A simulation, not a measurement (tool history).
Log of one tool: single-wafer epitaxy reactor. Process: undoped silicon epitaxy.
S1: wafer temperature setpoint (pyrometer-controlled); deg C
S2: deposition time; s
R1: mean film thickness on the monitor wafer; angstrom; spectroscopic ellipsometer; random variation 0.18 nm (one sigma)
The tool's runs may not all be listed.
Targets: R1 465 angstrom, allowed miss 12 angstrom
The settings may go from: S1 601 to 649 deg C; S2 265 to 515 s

run,hour,S1,S2,R1
1,0,625,390,385.82
2,1.6,614,390,310.83
3,10.4,618,391,340.82
4,17.1,618,338,292.42
5,19,626,338,344.51
6,26.1,626,361,367.28
7,28.1,626,361,369.11
8,36.1,628,361,382.43
9,38.5,630,361,400.2
10,42.5,631,361,407.36
11,49.7,632,361,416.3
12,56.8,633,361,425.21
13,59.1,634,361,431.48
14,65.2,635,361,442.65
15,69.8,636,361,447.54

Which of these 4 next moves meets every target?
A,74.4,638,381,?
B,74.4,637,326,?
C,74.4,636,373,?
D,74.4,641,320,?

move,R1
A,493.18
B,413.72
C,464.09
D,439.42
A: takes the result that was furthest off past its target
B: further off than the last run
C: meets every target
D: further off than the last run
Move C is the one to make.
